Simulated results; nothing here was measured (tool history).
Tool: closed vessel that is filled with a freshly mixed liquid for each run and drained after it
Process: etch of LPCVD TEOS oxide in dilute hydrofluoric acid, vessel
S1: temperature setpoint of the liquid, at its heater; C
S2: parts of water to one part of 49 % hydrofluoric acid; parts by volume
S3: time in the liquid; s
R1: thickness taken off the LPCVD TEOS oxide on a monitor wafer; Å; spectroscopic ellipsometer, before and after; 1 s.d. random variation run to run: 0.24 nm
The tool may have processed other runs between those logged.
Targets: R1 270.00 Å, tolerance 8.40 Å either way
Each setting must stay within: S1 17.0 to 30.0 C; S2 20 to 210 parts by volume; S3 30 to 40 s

run 1 day=0.000 | S1=22.0 S2=115 S3=40 | R1=185.56
run 2 day=0.162 | S1=23.5 S2=115 S3=40 | R1=196.93
run 3 day=0.429 | S1=24.5 S2=115 S3=40 | R1=197.89
run 4 day=0.767 | S1=24.5 S2=150 S3=40 | R1=147.35
run 5 day=0.979 | S1=25.5 S2=140 S3=40 | R1=169.63
run 6 day=1.296 | S1=26.0 S2=135 S3=40 | R1=177.27
run 7 day=1.521 | S1=26.5 S2=130 S3=40 | R1=191.08
run 8 day=1.729 | S1=27.0 S2=125 S3=40 | R1=197.42
run 9 day=1.883 | S1=30.0 S2=95 S3=40 | R1=310.12
run 10 day=1.950 | S1=29.5 S2=95 S3=40 | R1=301.45
run 11 day=2.004 | S1=29.0 S2=95 S3=40 | R1=299.35
run 12 day=2.183 | S1=28.5 S2=95 S3=40 | R1=296.61
run 13 day=2.458 | S1=28.0 S2=95 S3=40 | R1=284.93

Which single option among these 5 for the next run brings every result within its allowed miss of target? Just one does.
run A day=2.733 | S1=29.5 S2=100 S3=40 | R1=?
run B day=2.733 | S1=22.0 S2=75 S3=40 | R1=?
run C day=2.733 | S1=29.0 S2=95 S3=40 | R1=?
run D day=2.733 | S1=29.5 S2=75 S3=30 | R1=?
run E day=2.733 | S1=25.0 S2=90 S3=40 | R1=?

move=A R1=283.68
move=B R1=290.89
move=C R1=295.07
move=D R1=293.98
move=E R1=268.49
A: moves toward the targets from the last run without getting all of them in spec
B: moves away from the targets compared with the last run
C: moves away from the targets compared with the last run
D: moves away from the targets compared with the last run
E: all results land within tolerance of their targets
So the answer is move E, the one that meets all the targets.
